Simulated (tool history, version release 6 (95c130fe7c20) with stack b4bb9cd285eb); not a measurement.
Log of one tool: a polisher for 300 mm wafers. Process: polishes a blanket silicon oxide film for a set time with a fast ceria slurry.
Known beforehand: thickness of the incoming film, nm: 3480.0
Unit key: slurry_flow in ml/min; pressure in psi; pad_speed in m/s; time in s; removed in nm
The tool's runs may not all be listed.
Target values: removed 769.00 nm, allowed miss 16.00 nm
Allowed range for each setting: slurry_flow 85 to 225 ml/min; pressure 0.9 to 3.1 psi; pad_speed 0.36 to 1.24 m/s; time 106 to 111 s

Run 1, hour 0.0: slurry_flow 145 ml/min, pressure 2.0 psi, pad_speed 0.80 m/s, time 106 s. Result: removed 1055.70 nm.
Run 2, hour 8.6: slurry_flow 145 ml/min, pressure 1.6 psi, pad_speed 0.80 m/s, time 106 s. Result: removed 847.55 nm.
Run 3, hour 16.7: slurry_flow 135 ml/min, pressure 1.6 psi, pad_speed 0.80 m/s, time 106 s. Result: removed 829.67 nm.
Run 4, hour 21.9: slurry_flow 135 ml/min, pressure 1.6 psi, pad_speed 0.88 m/s, time 106 s. Result: removed 903.58 nm.
Run 5, hour 25.6: slurry_flow 125 ml/min, pressure 1.6 psi, pad_speed 0.88 m/s, time 106 s. Result: removed 890.84 nm.
Run 6, hour 34.5: slurry_flow 115 ml/min, pressure 1.6 psi, pad_speed 0.88 m/s, time 106 s. Result: removed 857.31 nm.
Run 7, hour 35.9: slurry_flow 110 ml/min, pressure 1.6 psi, pad_speed 0.88 m/s, time 106 s. Result: removed 837.43 nm.
Run 8, hour 44.3: slurry_flow 105 ml/min, pressure 1.6 psi, pad_speed 0.88 m/s, time 106 s. Result: removed 834.48 nm.
Run 9, hour 49.5: slurry_flow 100 ml/min, pressure 1.6 psi, pad_speed 0.88 m/s, time 106 s. Result: removed 808.53 nm.
Run 10, hour 55.7: slurry_flow 95 ml/min, pressure 1.6 psi, pad_speed 0.88 m/s, time 106 s. Result: removed 796.91 nm.

Pick the move, out of 4, that brings all results within their allowed miss; only one does.
Run A, hour 61.9: slurry_flow 85 ml/min, pressure 1.6 psi, pad_speed 0.94 m/s, time 111 s. Result: removed ?.
Run B, hour 61.9: slurry_flow 110 ml/min, pressure 1.5 psi, pad_speed 0.82 m/s, time 106 s. Result: removed ?.
Run C, hour 61.9: slurry_flow 90 ml/min, pressure 1.7 psi, pad_speed 0.82 m/s, time 110 s. Result: removed ?.
Run D, hour 61.9: slurry_flow 85 ml/min, pressure 1.5 psi, pad_speed 0.94 m/s, time 108 s. Result: removed ?.

move  removed
   A   845.76
   B   745.43
   C   800.35
   D   773.38
A: the biggest miss grows against the last run
B: carries the result that was furthest off beyond its target, to the other side
C: the biggest miss grows against the last run
D: hits every target within its allowed miss
D is the move that brings every result within its allowed miss.
